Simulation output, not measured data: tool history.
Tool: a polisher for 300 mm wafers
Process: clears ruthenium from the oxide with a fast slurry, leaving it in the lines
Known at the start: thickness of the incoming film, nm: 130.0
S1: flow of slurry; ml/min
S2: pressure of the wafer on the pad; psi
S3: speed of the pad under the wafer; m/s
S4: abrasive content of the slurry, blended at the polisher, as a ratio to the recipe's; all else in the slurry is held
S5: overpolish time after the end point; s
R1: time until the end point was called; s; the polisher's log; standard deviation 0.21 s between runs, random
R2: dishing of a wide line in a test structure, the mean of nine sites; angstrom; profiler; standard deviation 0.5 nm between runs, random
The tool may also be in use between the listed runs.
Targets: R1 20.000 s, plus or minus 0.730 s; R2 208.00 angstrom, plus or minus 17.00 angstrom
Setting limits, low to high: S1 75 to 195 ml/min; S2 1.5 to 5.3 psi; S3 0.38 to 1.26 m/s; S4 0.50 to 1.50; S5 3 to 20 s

{"run": 1, "hour": 0.0, "S1": 125, "S2": 3.4, "S3": 0.82, "S4": 1.0, "S5": 10, "R1": 32.132, "R2": 304.14}
{"run": 2, "hour": 1.9, "S1": 125, "S2": 3.4, "S3": 0.82, "S4": 0.8, "S5": 10, "R1": 36.049, "R2": 280.35}
{"run": 3, "hour": 5.5, "S1": 125, "S2": 3.4, "S3": 0.82, "S4": 0.8, "S5": 8, "R1": 35.909, "R2": 223.67}
{"run": 4, "hour": 7.1, "S1": 130, "S2": 3.7, "S3": 0.82, "S4": 0.8, "S5": 7, "R1": 32.694, "R2": 214.16}
{"run": 5, "hour": 10.8, "S1": 135, "S2": 4.0, "S3": 0.82, "S4": 0.8, "S5": 6, "R1": 30.296, "R2": 204.79}
{"run": 6, "hour": 19.4, "S1": 135, "S2": 4.0, "S3": 0.64, "S4": 0.8, "S5": 6, "R1": 35.633, "R2": 180.46}
{"run": 7, "hour": 21.9, "S1": 140, "S2": 4.3, "S3": 0.68, "S4": 0.8, "S5": 5, "R1": 32.028, "R2": 172.25}
{"run": 8, "hour": 24.6, "S1": 145, "S2": 4.5, "S3": 0.72, "S4": 0.8, "S5": 5, "R1": 28.578, "R2": 176.47}
{"run": 9, "hour": 26.6, "S1": 150, "S2": 4.7, "S3": 0.74, "S4": 0.8, "S5": 5, "R1": 26.913, "R2": 198.42}
{"run": 10, "hour": 27.5, "S1": 150, "S2": 4.8, "S3": 0.76, "S4": 0.8, "S5": 5, "R1": 25.62, "R2": 192.18}
{"run": 11, "hour": 30.6, "S1": 150, "S2": 4.9, "S3": 0.78, "S4": 0.8, "S5": 5, "R1": 24.868, "R2": 207.62}
{"run": 12, "hour": 37.9, "S1": 155, "S2": 5.0, "S3": 0.8, "S4": 0.8, "S5": 5, "R1": 24.334, "R2": 209.21}
{"run": 13, "hour": 41.1, "S1": 155, "S2": 5.1, "S3": 0.82, "S4": 0.8, "S5": 5, "R1": 22.923, "R2": 215.44}
{"run": 14, "hour": 42.5, "S1": 155, "S2": 5.1, "S3": 0.84, "S4": 0.8, "S5": 5, "R1": 23.063, "R2": 228.83}
{"run": 15, "hour": 44.7, "S1": 160, "S2": 5.1, "S3": 0.84, "S4": 0.8, "S5": 5, "R1": 22.407, "R2": 229.18}

Of the 4 settings listed for the next run, only one would bring every result within its allowed miss of target. Which one?
{"run": "A", "hour": 46.9, "S1": 180, "S2": 4.9, "S3": 0.92, "S4": 0.95, "S5": 3, "R1": "?", "R2": "?"}
{"run": "B", "hour": 46.9, "S1": 150, "S2": 5.2, "S3": 0.8, "S4": 0.85, "S5": 6, "R1": "?", "R2": "?"}
{"run": "C", "hour": 46.9, "S1": 160, "S2": 4.6, "S3": 1.04, "S4": 0.9, "S5": 4, "R1": "?", "R2": "?"}
{"run": "D", "hour": 46.9, "S1": 150, "S2": 5.2, "S3": 1.1, "S4": 0.8, "S5": 3, "R1": "?", "R2": "?"}

move=A R1=19.731 R2=164.65
move=B R1=22.195 R2=283.32
move=C R1=20.081 R2=212.91
move=D R1=18.251 R2=177.39
A: meets the target for the result that was furthest off, but another lies outside its allowed miss
B: lands further from the targets than the last run did
C: all results in spec
D: the result that was furthest off in the last run now lies on the other side of its target
Go with C: it meets all targets.

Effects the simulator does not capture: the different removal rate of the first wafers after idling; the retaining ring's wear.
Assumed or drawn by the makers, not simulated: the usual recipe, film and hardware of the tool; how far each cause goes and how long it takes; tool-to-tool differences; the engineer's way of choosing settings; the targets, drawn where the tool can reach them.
